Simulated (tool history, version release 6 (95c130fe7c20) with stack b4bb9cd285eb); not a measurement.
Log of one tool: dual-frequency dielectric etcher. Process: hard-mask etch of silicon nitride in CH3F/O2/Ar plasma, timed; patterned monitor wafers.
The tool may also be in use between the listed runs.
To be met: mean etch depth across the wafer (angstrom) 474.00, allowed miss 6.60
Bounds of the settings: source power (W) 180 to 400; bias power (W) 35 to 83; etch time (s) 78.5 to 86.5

| run | day | source power (W) | bias power (W) | etch time (s) | mean etch depth across the wafer (angstrom) |
|---|---|---|---|---|---|
| 1 | 0.000 | 290 | 59 | 86.5 | 539.68 |
| 2 | 0.146 | 320 | 59 | 86.5 | 567.99 |
| 3 | 0.325 | 350 | 59 | 86.5 | 591.71 |
| 4 | 0.438 | 320 | 58 | 86.5 | 563.47 |
| 5 | 0.796 | 320 | 48 | 86.5 | 519.08 |
| 6 | 1.138 | 310 | 48 | 86.5 | 510.94 |
| 7 | 1.321 | 300 | 48 | 86.5 | 501.08 |
| 8 | 1.454 | 260 | 47 | 86.5 | 458.80 |

Which of these 4 next moves meets every target?
| A | 1.588 | 260 | 55 | 83.0 | ? |
| B | 1.588 | 290 | 45 | 80.5 | ? |
| C | 1.588 | 280 | 56 | 81.0 | ? |
| D | 1.588 | 290 | 56 | 81.0 | ? |

| move | mean etch depth across the wafer (angstrom) |
|---|---|
| A | 475.70 |
| B | 446.23 |
| C | 486.33 |
| D | 495.09 |
A: meets every target
B: further off than the last run
C: takes the result that was furthest off past its target
D: takes the result that was furthest off past its target
Move A is the one to make.
